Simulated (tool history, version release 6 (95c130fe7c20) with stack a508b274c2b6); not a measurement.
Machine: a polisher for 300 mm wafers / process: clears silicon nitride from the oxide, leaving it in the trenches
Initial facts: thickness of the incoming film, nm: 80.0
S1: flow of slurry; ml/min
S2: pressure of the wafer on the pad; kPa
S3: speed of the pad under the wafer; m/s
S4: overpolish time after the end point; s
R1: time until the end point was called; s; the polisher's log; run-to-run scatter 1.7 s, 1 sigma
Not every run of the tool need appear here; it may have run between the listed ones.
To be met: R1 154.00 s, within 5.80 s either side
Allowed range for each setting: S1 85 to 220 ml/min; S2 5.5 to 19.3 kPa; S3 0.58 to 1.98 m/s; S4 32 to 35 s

{"run": 1, "hour": 0.0, "S1": 140, "S2": 12.4, "S3": 1.28, "S4": 32, "R1": 115.4}
{"run": 2, "hour": 1.4, "S1": 135, "S2": 11.7, "S3": 1.28, "S4": 32, "R1": 116.83}
{"run": 3, "hour": 4.4, "S1": 135, "S2": 11.0, "S3": 1.28, "S4": 32, "R1": 125.38}
{"run": 4, "hour": 6.5, "S1": 135, "S2": 10.3, "S3": 1.28, "S4": 32, "R1": 129.39}
{"run": 5, "hour": 11.4, "S1": 135, "S2": 9.7, "S3": 1.28, "S4": 32, "R1": 137.26}
{"run": 6, "hour": 18.5, "S1": 135, "S2": 9.7, "S3": 1.28, "S4": 32, "R1": 137.36}
{"run": 7, "hour": 21.5, "S1": 135, "S2": 9.7, "S3": 1.28, "S4": 32, "R1": 138.88}
{"run": 8, "hour": 30.5, "S1": 135, "S2": 9.0, "S3": 1.28, "S4": 32, "R1": 145.65}

Consider the 5 candidate settings below. Which is the only one whose results all fall within their allowed miss of target?
{"run": "A", "hour": 39.5, "S1": 130, "S2": 15.2, "S3": 0.88, "S4": 32, "R1": "?"}
{"run": "B", "hour": 39.5, "S1": 115, "S2": 8.3, "S3": 1.34, "S4": 35, "R1": "?"}
{"run": "C", "hour": 39.5, "S1": 140, "S2": 9.0, "S3": 1.32, "S4": 35, "R1": "?"}
{"run": "D", "hour": 39.5, "S1": 155, "S2": 7.6, "S3": 1.48, "S4": 35, "R1": "?"}
{"run": "E", "hour": 39.5, "S1": 135, "S2": 9.0, "S3": 1.32, "S4": 32, "R1": "?"}

move=A R1=143.80
move=B R1=153.81
move=C R1=141.37
move=D R1=138.73
move=E R1=142.44
A: moves away from the targets compared with the last run
B: in spec on every target
C: moves away from the targets compared with the last run
D: moves away from the targets compared with the last run
E: moves away from the targets compared with the last run
So the answer is move B, the one that meets all the targets.
